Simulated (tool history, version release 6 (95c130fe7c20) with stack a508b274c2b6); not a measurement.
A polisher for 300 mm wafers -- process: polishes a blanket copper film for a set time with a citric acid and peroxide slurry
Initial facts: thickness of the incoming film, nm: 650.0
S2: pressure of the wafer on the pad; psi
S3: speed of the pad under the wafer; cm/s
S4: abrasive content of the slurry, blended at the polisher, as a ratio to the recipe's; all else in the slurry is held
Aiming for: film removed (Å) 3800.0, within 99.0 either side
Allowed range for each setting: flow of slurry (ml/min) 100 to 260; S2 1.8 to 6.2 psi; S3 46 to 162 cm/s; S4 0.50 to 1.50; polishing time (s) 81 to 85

run 1 hour=0.0 | flow_of_slurry_(ml/min)=165 S2=4.0 S3=104 S4=1.00 polishing_time_(s)=81 | film_removed_(Å)=2601.8
run 2 hour=0.7 | flow_of_slurry_(ml/min)=165 S2=4.0 S3=130 S4=1.00 polishing_time_(s)=81 | film_removed_(Å)=3266.6
run 3 hour=4.8 | flow_of_slurry_(ml/min)=165 S2=4.0 S3=130 S4=1.00 polishing_time_(s)=85 | film_removed_(Å)=3431.0
run 4 hour=9.5 | flow_of_slurry_(ml/min)=165 S2=4.0 S3=106 S4=1.00 polishing_time_(s)=85 | film_removed_(Å)=2844.4
run 5 hour=17.3 | flow_of_slurry_(ml/min)=170 S2=4.1 S3=106 S4=1.00 polishing_time_(s)=85 | film_removed_(Å)=2856.4
run 6 hour=22.7 | flow_of_slurry_(ml/min)=170 S2=3.4 S3=106 S4=1.00 polishing_time_(s)=85 | film_removed_(Å)=2411.5
run 7 hour=26.1 | flow_of_slurry_(ml/min)=170 S2=3.6 S3=106 S4=1.00 polishing_time_(s)=85 | film_removed_(Å)=2523.8
run 8 hour=32.1 | flow_of_slurry_(ml/min)=170 S2=3.8 S3=106 S4=1.00 polishing_time_(s)=85 | film_removed_(Å)=2695.4
run 9 hour=38.1 | flow_of_slurry_(ml/min)=175 S2=3.9 S3=106 S4=1.00 polishing_time_(s)=85 | film_removed_(Å)=2762.9
run 10 hour=45.4 | flow_of_slurry_(ml/min)=210 S2=5.0 S3=106 S4=1.00 polishing_time_(s)=85 | film_removed_(Å)=3532.6

Pick the move, out of 5, that brings all results within their allowed miss; only one does.
run A hour=52.7 | flow_of_slurry_(ml/min)=205 S2=4.9 S3=104 S4=1.00 polishing_time_(s)=85 | film_removed_(Å)=?
run B hour=52.7 | flow_of_slurry_(ml/min)=230 S2=5.4 S3=102 S4=1.20 polishing_time_(s)=83 | film_removed_(Å)=?
run C hour=52.7 | flow_of_slurry_(ml/min)=235 S2=5.9 S3=78 S4=1.05 polishing_time_(s)=81 | film_removed_(Å)=?
run D hour=52.7 | flow_of_slurry_(ml/min)=215 S2=4.9 S3=102 S4=0.95 polishing_time_(s)=82 | film_removed_(Å)=?
run E hour=52.7 | flow_of_slurry_(ml/min)=210 S2=4.6 S3=106 S4=0.85 polishing_time_(s)=85 | film_removed_(Å)=?

move=A film_removed_(Å)=3453.8
move=B film_removed_(Å)=3846.2
move=C film_removed_(Å)=3061.9
move=D film_removed_(Å)=3246.3
move=E film_removed_(Å)=3191.2
A: the biggest miss grows against the last run
B: all results in spec
C: the biggest miss grows against the last run
D: the biggest miss grows against the last run
E: the biggest miss grows against the last run
B meets every target.
